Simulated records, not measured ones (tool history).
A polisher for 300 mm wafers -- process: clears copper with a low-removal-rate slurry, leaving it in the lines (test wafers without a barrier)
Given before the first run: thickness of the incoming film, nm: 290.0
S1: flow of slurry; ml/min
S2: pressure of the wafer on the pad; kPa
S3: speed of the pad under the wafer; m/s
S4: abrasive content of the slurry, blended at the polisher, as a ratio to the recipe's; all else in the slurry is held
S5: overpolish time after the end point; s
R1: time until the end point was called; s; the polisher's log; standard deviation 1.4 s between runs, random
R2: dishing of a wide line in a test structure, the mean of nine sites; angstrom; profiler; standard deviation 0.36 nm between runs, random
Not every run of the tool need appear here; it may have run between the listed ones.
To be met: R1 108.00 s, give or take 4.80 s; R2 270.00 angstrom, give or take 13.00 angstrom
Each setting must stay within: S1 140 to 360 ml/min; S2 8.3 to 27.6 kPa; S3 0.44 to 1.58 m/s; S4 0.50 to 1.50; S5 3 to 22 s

run	hour	S1	S2	S3	S4	S5	R1	R2
1	0.0	230	17.9	1.00	1.00	11	147.50	152.70
2	1.0	250	17.9	1.00	1.00	11	148.05	157.61
3	5.1	250	13.8	1.00	1.00	11	183.50	126.67
4	11.0	250	13.8	1.00	1.00	14	184.28	159.32
5	15.6	250	16.5	1.00	1.00	14	155.52	181.70
6	17.9	250	16.5	1.00	1.15	14	155.40	188.56
7	24.0	250	17.9	1.00	1.15	14	144.08	200.47
# hour 29.4: worn pad replaced by a new one
8	29.4	250	19.3	1.00	1.15	14	116.99	231.46
9	34.9	255	19.3	1.00	1.15	14	119.15	238.52
10	42.3	265	19.3	1.00	1.15	14	118.98	240.51
11	51.2	275	19.3	1.00	1.15	14	115.50	237.39

Exercise: of the 5 proposed moves below, exactly one satisfies all targets within the stated allowed misses. Which move is it?
A	60.1	255	20.0	1.06	1.15	11	?	?
B	60.1	295	19.3	1.10	1.25	15	?	?
C	60.1	230	17.2	1.08	1.30	13	?	?
D	60.1	280	19.3	1.02	1.05	12	?	?
E	60.1	260	18.6	0.98	1.30	17	?	?

move	R1	R2
A	109.15	201.24
B	105.65	271.46
C	119.88	213.90
D	117.01	204.20
E	119.55	271.43
A: lands further from the targets than the last run did
B: all results in spec
C: lands further from the targets than the last run did
D: lands further from the targets than the last run did
E: the worst result of the last run now meets its target, but another is out of spec
So the answer is move B, the one that meets all the targets.

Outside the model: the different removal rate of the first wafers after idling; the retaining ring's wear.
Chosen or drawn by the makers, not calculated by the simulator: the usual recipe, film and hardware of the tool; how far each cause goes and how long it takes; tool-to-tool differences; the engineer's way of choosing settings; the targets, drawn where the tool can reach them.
